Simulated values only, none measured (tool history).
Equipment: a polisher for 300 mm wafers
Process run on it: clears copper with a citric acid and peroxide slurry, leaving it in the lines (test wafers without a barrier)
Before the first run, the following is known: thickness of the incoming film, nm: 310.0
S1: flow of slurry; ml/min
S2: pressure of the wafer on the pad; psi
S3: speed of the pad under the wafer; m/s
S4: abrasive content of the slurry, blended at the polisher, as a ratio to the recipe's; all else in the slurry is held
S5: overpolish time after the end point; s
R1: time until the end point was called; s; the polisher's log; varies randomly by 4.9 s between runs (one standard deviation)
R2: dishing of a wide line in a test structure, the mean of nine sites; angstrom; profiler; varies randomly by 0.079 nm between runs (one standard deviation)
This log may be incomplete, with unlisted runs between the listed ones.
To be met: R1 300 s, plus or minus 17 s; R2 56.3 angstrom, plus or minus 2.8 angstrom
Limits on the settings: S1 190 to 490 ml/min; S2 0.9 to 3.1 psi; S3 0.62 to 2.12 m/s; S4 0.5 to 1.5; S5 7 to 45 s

| run | day | S1 | S2 | S3 | S4 | S5 | R1 | R2 |
|---|---|---|---|---|---|---|---|---|
| 1 | 0 | 315 | 2 | 1.36 | 1 | 23 | 169.64 | 305.34 |
| 2 | 0.133 | 315 | 2 | 1.08 | 1 | 23 | 209.97 | 243.43 |
| 3 | 0.471 | 350 | 2 | 1.08 | 1 | 23 | 208.9 | 242.22 |
| 4 | 0.846 | 350 | 2 | 1.08 | 1.2 | 23 | 201.56 | 261.37 |
| 5 | 1.129 | 370 | 2 | 1.02 | 1.1 | 21 | 212.83 | 220.14 |
| 6 | 1.342 | 385 | 2 | 0.96 | 1 | 19 | 237.15 | 184.48 |
| 7 | 1.646 | 385 | 2 | 0.96 | 1 | 19 | 240.1 | 190.7 |
| 8 | 1.738 | 385 | 2 | 0.96 | 1 | 19 | 227.31 | 192.31 |
| 9 | 1.825 | 400 | 1.9 | 0.92 | 0.95 | 17 | 266.66 | 153.25 |
| 10 | 2.079 | 410 | 1.8 | 0.92 | 0.9 | 16 | 280.66 | 136.17 |
| 11 | 2.3 | 420 | 1.7 | 0.98 | 0.85 | 15 | 273.33 | 125.47 |
| 12 | 2.358 | 430 | 1.6 | 1.02 | 0.8 | 14 | 295.68 | 115.94 |
| 13 | 2.533 | 440 | 1.5 | 1.06 | 0.75 | 13 | 300.4 | 103.46 |
| 14 | 2.767 | 445 | 1.4 | 1.1 | 0.7 | 12 | 311.95 | 94.089 |

Below are 5 possible settings for the next run. Only one of them brings all results inside the allowed miss of their targets. Which is it?
| A | 3 | 485 | 1.2 | 1.18 | 0.8 | 19 | ? | ? |
| B | 3 | 400 | 1.3 | 1.24 | 0.55 | 23 | ? | ? |
| C | 3 | 385 | 1.4 | 1.14 | 0.8 | 21 | ? | ? |
| D | 3 | 485 | 1.2 | 1.18 | 0.9 | 22 | ? | ? |
| E | 3 | 455 | 1.3 | 1.22 | 0.75 | 7 | ? | ? |

| move | R1 | R2 |
|---|---|---|
| A | 333.26 | 138.94 |
| B | 326.32 | 169.81 |
| C | 302.14 | 168.04 |
| D | 324.05 | 163.6 |
| E | 305.1 | 57.983 |
A: further off than the last run
B: further off than the last run
C: further off than the last run
D: further off than the last run
E: meets every target
The right move is E.
